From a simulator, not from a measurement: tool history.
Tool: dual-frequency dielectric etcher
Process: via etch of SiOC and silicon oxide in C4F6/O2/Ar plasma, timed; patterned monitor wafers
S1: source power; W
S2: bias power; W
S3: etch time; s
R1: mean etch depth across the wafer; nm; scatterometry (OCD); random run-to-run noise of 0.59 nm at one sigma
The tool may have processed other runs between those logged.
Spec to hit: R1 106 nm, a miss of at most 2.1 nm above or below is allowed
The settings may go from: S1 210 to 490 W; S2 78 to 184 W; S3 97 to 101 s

| run | hour | S1 | S2 | S3 | R1 |
|---|---|---|---|---|---|
| 1 | 0 | 350 | 131 | 97 | 91.728 |
| 2 | 6.8 | 350 | 131 | 101 | 96.166 |
| 3 | 7.9 | 350 | 131 | 101 | 97.002 |
| 4 | 14.7 | 360 | 132 | 101 | 98.438 |
| 5 | 16 | 360 | 132 | 97 | 94.556 |
| 6 | 17.9 | 360 | 132 | 101 | 98.348 |
| 7 | 23.9 | 430 | 137 | 101 | 108.35 |
| 8 | 31.9 | 430 | 137 | 101 | 108.1 |
| 9 | 37.4 | 430 | 137 | 101 | 108.1 |

4 next moves are on the table. One of them brings every result within its allowed miss. Which?
| A | 42.9 | 420 | 154 | 100.5 | ? |
| B | 42.9 | 400 | 141 | 101 | ? |
| C | 42.9 | 410 | 127 | 100 | ? |
| D | 42.9 | 450 | 146 | 98.5 | ? |

| move | R1 |
|---|---|
| A | 112.6 |
| B | 107.14 |
| C | 103.46 |
| D | 111.86 |
A: the biggest miss grows against the last run
B: every result lands within tolerance
C: pushes the last run's worst result past its target
D: the biggest miss grows against the last run
The right move is B.
